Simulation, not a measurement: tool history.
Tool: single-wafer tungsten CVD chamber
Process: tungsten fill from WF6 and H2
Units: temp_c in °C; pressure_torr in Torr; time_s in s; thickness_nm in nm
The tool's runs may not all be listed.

| run | day | temp_c | pressure_torr | time_s | thickness_nm |
|---|---|---|---|---|---|
| 1 | 0 | 385 | 30.1 | 9.5 | 20.189 |
| 2 | 0.342 | 385 | 25.6 | 9.5 | 18.983 |
| 3 | 0.633 | 386 | 25.6 | 9.5 | 19.294 |
| 4 | 0.917 | 378 | 25.6 | 9.5 | 16.726 |
| 5 | 0.95 | 380 | 25.7 | 9.5 | 17.379 |
| 6 | 1.3 | 382 | 25.8 | 9.5 | 17.976 |

Run 7 comes next. What will it give?
| 7 | 1.458 | 384 | 25.8 | 9.5 | ? |

Run 7 gave thickness_nm 18.61 nm.
